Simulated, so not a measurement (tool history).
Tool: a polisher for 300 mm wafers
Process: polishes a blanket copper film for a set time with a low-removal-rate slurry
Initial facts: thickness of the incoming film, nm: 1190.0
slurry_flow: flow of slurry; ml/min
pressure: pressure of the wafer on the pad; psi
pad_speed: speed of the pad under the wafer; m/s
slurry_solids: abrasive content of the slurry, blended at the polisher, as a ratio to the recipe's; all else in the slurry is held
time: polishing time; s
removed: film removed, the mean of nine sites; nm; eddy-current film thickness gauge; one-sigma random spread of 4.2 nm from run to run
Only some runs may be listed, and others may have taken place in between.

run	hour	slurry_flow	pressure	pad_speed	slurry_solids	time	removed
1	0.0	210	3.2	1.16	1.0	105	341.56
2	7.7	155	3.2	1.16	1.0	105	328.86
3	15.9	155	3.2	1.16	1.0	111	347.32
4	24.4	155	3.2	1.06	1.0	111	317.87
5	33.0	165	3.4	1.06	1.0	111	340.11
6	37.3	175	3.6	1.06	1.0	111	364.72
7	44.5	185	3.8	1.06	1.0	111	384.51

The next listed run, before its measurement:
8	49.2	190	3.9	1.06	1.0	111	?

removed: 398.29 nm
